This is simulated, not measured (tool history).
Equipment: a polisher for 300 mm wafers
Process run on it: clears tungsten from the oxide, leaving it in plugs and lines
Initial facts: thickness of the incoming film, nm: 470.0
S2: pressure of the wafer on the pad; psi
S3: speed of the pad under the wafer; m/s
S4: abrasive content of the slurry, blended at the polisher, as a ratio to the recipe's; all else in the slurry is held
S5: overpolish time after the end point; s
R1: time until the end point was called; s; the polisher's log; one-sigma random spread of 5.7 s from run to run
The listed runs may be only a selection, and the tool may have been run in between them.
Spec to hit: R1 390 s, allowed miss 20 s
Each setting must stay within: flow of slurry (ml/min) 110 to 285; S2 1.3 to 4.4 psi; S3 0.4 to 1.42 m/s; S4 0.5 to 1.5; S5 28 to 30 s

{"run": 1, "hour": 0.0, "flow of slurry (ml/min)": 180, "S2": 2.8, "S3": 0.9, "S4": 1, "S5": 28, "R1": 191.87}
{"run": 2, "hour": 6.9, "flow of slurry (ml/min)": 180, "S2": 3, "S3": 0.9, "S4": 1, "S5": 28, "R1": 175.23}
{"run": 3, "hour": 8.6, "flow of slurry (ml/min)": 160, "S2": 3, "S3": 0.9, "S4": 1, "S5": 28, "R1": 172.93}
{"run": 4, "hour": 9.5, "flow of slurry (ml/min)": 160, "S2": 3, "S3": 0.9, "S4": 0.9, "S5": 28, "R1": 180.79}
{"run": 5, "hour": 10.8, "flow of slurry (ml/min)": 160, "S2": 2.7, "S3": 0.88, "S4": 0.9, "S5": 28, "R1": 201.22}
{"run": 6, "hour": 14.1, "flow of slurry (ml/min)": 160, "S2": 2.7, "S3": 0.88, "S4": 1, "S5": 28, "R1": 197.46}
{"run": 7, "hour": 22.3, "flow of slurry (ml/min)": 160, "S2": 2.5, "S3": 0.84, "S4": 1, "S5": 28, "R1": 222.79}
{"run": 8, "hour": 24.7, "flow of slurry (ml/min)": 160, "S2": 2.3, "S3": 0.82, "S4": 1, "S5": 28, "R1": 245.01}
{"run": 9, "hour": 26.2, "flow of slurry (ml/min)": 160, "S2": 2.1, "S3": 0.8, "S4": 1, "S5": 28, "R1": 267.07}
{"run": 10, "hour": 29.4, "flow of slurry (ml/min)": 155, "S2": 1.3, "S3": 0.68, "S4": 1, "S5": 28, "R1": 478.93}
{"run": 11, "hour": 36.3, "flow of slurry (ml/min)": 155, "S2": 1.4, "S3": 0.68, "S4": 1, "S5": 28, "R1": 454.47}
{"run": 12, "hour": 40.3, "flow of slurry (ml/min)": 155, "S2": 1.5, "S3": 0.68, "S4": 1, "S5": 28, "R1": 431.4}

Below are 5 possible settings for the next run. Only one of them brings all results inside the allowed miss of their targets. Which is it?
{"run": "A", "hour": 44.3, "flow of slurry (ml/min)": 185, "S2": 1.4, "S3": 0.72, "S4": 0.75, "S5": 28, "R1": "?"}
{"run": "B", "hour": 44.3, "flow of slurry (ml/min)": 140, "S2": 1.5, "S3": 0.58, "S4": 1, "S5": 28, "R1": "?"}
{"run": "C", "hour": 44.3, "flow of slurry (ml/min)": 190, "S2": 1.4, "S3": 0.62, "S4": 1.1, "S5": 28, "R1": "?"}
{"run": "D", "hour": 44.3, "flow of slurry (ml/min)": 195, "S2": 1.3, "S3": 0.58, "S4": 0.85, "S5": 28, "R1": "?"}
{"run": "E", "hour": 44.3, "flow of slurry (ml/min)": 200, "S2": 1.9, "S3": 0.56, "S4": 0.9, "S5": 28, "R1": "?"}

move=A R1=439.88
move=B R1=475.65
move=C R1=458.73
move=D R1=536.48
move=E R1=379
A: further off than the last run
B: further off than the last run
C: further off than the last run
D: further off than the last run
E: every result lands within tolerance
E is the move that brings every result within its allowed miss.
